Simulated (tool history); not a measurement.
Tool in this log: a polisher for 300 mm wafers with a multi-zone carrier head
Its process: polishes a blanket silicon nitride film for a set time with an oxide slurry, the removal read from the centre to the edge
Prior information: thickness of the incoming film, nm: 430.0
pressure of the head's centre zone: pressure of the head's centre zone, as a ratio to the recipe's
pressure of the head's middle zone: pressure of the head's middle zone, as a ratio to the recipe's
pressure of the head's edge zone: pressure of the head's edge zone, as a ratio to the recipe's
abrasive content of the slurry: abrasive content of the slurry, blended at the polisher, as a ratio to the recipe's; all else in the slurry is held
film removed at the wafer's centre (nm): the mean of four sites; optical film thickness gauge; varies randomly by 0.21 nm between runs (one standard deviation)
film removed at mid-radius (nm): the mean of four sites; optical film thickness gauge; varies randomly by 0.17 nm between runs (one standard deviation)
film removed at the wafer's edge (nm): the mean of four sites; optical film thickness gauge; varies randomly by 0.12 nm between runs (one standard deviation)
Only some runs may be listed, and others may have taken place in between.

run	hour	flow of slurry (ml/min)	pressure of the head's centre zone	pressure of the head's middle zone	pressure of the head's edge zone	abrasive content of the slurry	polishing time (s)	film removed at the wafer's centre (nm)	film removed at mid-radius (nm)	film removed at the wafer's edge (nm)
1	0.0	185	1.00	1.00	1.00	1.00	32	21.465	21.253	21.779
2	4.8	175	0.95	0.97	0.96	0.95	32	20.289	20.223	20.777
3	7.4	165	0.91	0.96	0.96	0.90	32	18.993	19.199	20.259
4	16.2	165	0.95	0.96	0.96	0.90	32	19.546	19.255	20.266
5	20.0	130	0.95	0.96	0.96	0.90	32	18.166	18.120	19.145
6	22.6	125	0.92	0.96	0.96	0.90	32	17.638	17.959	19.273
7	26.6	120	0.90	0.96	0.95	0.90	32	17.223	17.352	18.769
8	31.6	115	0.88	0.97	0.95	0.90	32	16.625	17.845	18.697
9	32.6	115	0.87	0.96	0.95	0.90	32	16.449	17.303	18.896

Estimate the outcome of run 10 from the log above:
10	40.4	115	0.86	0.96	0.94	0.90	32	?	?	?

{"run 10": {"film removed at the wafer's centre (nm)": 16.367, "film removed at mid-radius (nm)": 17.345, "film removed at the wafer's edge (nm)": 18.726}}

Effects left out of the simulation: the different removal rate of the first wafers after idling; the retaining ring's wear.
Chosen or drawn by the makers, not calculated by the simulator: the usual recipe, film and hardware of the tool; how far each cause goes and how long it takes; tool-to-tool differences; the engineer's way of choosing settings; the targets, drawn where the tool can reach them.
